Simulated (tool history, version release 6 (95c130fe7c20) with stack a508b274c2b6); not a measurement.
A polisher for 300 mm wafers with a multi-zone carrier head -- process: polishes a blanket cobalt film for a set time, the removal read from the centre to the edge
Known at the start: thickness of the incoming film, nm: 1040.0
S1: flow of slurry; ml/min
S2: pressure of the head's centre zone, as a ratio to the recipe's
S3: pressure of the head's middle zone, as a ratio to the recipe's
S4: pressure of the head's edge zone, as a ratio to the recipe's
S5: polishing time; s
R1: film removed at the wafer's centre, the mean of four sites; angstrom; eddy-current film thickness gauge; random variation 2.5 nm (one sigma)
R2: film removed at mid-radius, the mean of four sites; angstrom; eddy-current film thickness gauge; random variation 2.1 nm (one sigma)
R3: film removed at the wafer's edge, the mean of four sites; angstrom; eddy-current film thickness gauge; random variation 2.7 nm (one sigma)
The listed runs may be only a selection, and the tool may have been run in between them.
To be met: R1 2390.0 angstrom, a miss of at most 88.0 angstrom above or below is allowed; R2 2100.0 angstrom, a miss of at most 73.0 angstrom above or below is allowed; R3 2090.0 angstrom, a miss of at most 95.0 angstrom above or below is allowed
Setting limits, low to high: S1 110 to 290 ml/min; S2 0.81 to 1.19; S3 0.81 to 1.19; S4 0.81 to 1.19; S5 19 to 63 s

run 1 hour=0.0 | S1=185 S2=1.00 S3=1.00 S4=1.00 S5=41 | R1=2515.3 R2=2450.3 R3=2411.2
run 2 hour=6.1 | S1=200 S2=1.00 S3=1.00 S4=1.00 S5=41 | R1=2541.8 R2=2493.6 R3=2417.6
run 3 hour=8.9 | S1=200 S2=1.00 S3=1.00 S4=1.00 S5=36 | R1=2202.4 R2=2146.1 R3=2113.5
run 4 hour=13.5 | S1=200 S2=1.00 S3=1.00 S4=1.05 S5=36 | R1=2210.1 R2=2172.4 R3=2132.1
run 5 hour=19.2 | S1=205 S2=1.02 S3=1.00 S4=1.05 S5=36 | R1=2274.6 R2=2149.3 R3=2138.1
run 6 hour=23.9 | S1=205 S2=1.02 S3=1.05 S4=1.05 S5=36 | R1=2297.3 R2=2253.9 R3=2188.3
run 7 hour=30.0 | S1=205 S2=1.03 S3=1.04 S4=1.04 S5=36 | R1=2332.9 R2=2224.4 R3=2151.7
run 8 hour=37.7 | S1=205 S2=1.04 S3=1.03 S4=1.04 S5=36 | R1=2318.5 R2=2209.1 R3=2180.5

5 next moves are on the table. One of them brings every result within its allowed miss. Which?
run A hour=45.4 | S1=225 S2=1.01 S3=1.11 S4=1.12 S5=35 | R1=? R2=? R3=?
run B hour=45.4 | S1=235 S2=1.07 S3=1.07 S4=0.98 S5=36 | R1=? R2=? R3=?
run C hour=45.4 | S1=215 S2=1.09 S3=0.98 S4=1.03 S5=35 | R1=? R2=? R3=?
run D hour=45.4 | S1=265 S2=1.19 S3=1.10 S4=0.88 S5=35 | R1=? R2=? R3=?
run E hour=45.4 | S1=250 S2=1.04 S3=1.16 S4=0.97 S5=36 | R1=? R2=? R3=?

move=A R1=2225.5 R2=2374.7 R3=2208.6
move=B R1=2436.0 R2=2376.1 R3=2134.0
move=C R1=2389.9 R2=2126.8 R3=2115.1
move=D R1=2667.2 R2=2389.1 R3=1988.1
move=E R1=2383.1 R2=2560.9 R3=2129.7
A: misses by more than the last run did
B: misses by more than the last run did
C: all results land within tolerance of their targets
D: misses by more than the last run did
E: misses by more than the last run did
So the answer is move C, the one that meets all the targets.

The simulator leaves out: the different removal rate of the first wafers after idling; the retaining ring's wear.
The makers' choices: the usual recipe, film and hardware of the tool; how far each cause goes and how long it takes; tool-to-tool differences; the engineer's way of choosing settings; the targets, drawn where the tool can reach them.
